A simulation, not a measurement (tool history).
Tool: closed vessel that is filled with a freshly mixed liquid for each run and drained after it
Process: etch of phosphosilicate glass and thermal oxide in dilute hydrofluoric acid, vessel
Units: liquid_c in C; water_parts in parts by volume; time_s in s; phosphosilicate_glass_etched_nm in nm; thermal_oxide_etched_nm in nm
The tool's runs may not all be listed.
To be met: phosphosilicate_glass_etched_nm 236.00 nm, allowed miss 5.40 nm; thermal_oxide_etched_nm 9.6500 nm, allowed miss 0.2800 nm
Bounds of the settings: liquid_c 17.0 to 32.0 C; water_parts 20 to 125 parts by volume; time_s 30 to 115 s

run,hour,liquid_c,water_parts,time_s,phosphosilicate_glass_etched_nm,thermal_oxide_etched_nm
1,0.0,24.0,70,60,111.26,4.6026
2,8.5,26.5,60,60,144.39,5.9512
3,13.1,26.5,80,60,106.63,4.3466
4,19.5,28.5,65,60,144.66,5.8462
5,22.0,26.5,65,60,133.74,5.4475
6,27.2,28.0,65,60,140.79,5.8162
7,34.6,29.5,55,60,180.47,7.3893
8,40.0,30.5,50,60,209.28,8.4731
9,46.7,31.0,50,60,213.38,8.5494

Which of these 4 next moves meets every target?
A,53.4,32.0,65,65,?,?
B,53.4,28.5,60,95,?,?
C,53.4,29.0,55,80,?,?
D,53.4,28.5,45,70,?,?

move,phosphosilicate_glass_etched_nm,thermal_oxide_etched_nm
A,179.76,7.2234
B,250.23,10.0550
C,236.13,9.4885
D,251.07,10.0890
A: further off than the last run
B: takes the result that was furthest off past its target
C: meets every target
D: takes the result that was furthest off past its target
Move C is the one to make.
